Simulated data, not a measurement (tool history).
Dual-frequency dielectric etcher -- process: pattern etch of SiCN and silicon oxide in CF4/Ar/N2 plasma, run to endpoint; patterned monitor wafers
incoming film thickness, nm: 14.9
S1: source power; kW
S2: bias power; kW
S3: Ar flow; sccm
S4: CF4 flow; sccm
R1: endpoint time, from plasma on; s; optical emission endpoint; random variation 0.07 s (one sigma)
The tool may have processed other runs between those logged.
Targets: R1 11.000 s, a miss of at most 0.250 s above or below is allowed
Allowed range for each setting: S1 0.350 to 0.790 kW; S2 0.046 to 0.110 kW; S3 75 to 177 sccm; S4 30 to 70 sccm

run 1 hour=0.0 | S1=0.570 S2=0.078 S3=126 S4=50 | R1=14.538
run 2 hour=1.9 | S1=0.570 S2=0.073 S3=126 S4=50 | R1=15.197
run 3 hour=5.2 | S1=0.600 S2=0.073 S3=126 S4=50 | R1=14.236
run 4 hour=9.4 | S1=0.560 S2=0.073 S3=126 S4=50 | R1=15.247
run 5 hour=11.6 | S1=0.560 S2=0.059 S3=126 S4=50 | R1=16.355
run 6 hour=18.7 | S1=0.590 S2=0.060 S3=126 S4=50 | R1=15.736
run 7 hour=24.7 | S1=0.620 S2=0.062 S3=125 S4=50 | R1=14.601
run 8 hour=33.4 | S1=0.640 S2=0.062 S3=125 S4=50 | R1=14.203
run 9 hour=34.2 | S1=0.660 S2=0.063 S3=125 S4=50 | R1=13.648
run 10 hour=35.1 | S1=0.680 S2=0.063 S3=125 S4=50 | R1=13.385
run 11 hour=37.2 | S1=0.680 S2=0.063 S3=125 S4=50 | R1=13.514
run 12 hour=45.1 | S1=0.690 S2=0.064 S3=124 S4=50 | R1=12.973
run 13 hour=51.5 | S1=0.790 S2=0.065 S3=124 S4=50 | R1=11.404
run 14 hour=52.4 | S1=0.790 S2=0.066 S3=123 S4=50 | R1=11.197

4 next moves are on the table. One of them brings every result within its allowed miss. Which?
run A hour=53.3 | S1=0.780 S2=0.063 S3=112 S4=48 | R1=?
run B hour=53.3 | S1=0.740 S2=0.067 S3=113 S4=50 | R1=?
run C hour=53.3 | S1=0.730 S2=0.065 S3=108 S4=55 | R1=?
run D hour=53.3 | S1=0.790 S2=0.068 S3=113 S4=47 | R1=?

move=A R1=11.582
move=B R1=11.859
move=C R1=11.860
move=D R1=11.187
A: moves away from the targets compared with the last run
B: moves away from the targets compared with the last run
C: moves away from the targets compared with the last run
D: every result lands within tolerance
D meets every target.

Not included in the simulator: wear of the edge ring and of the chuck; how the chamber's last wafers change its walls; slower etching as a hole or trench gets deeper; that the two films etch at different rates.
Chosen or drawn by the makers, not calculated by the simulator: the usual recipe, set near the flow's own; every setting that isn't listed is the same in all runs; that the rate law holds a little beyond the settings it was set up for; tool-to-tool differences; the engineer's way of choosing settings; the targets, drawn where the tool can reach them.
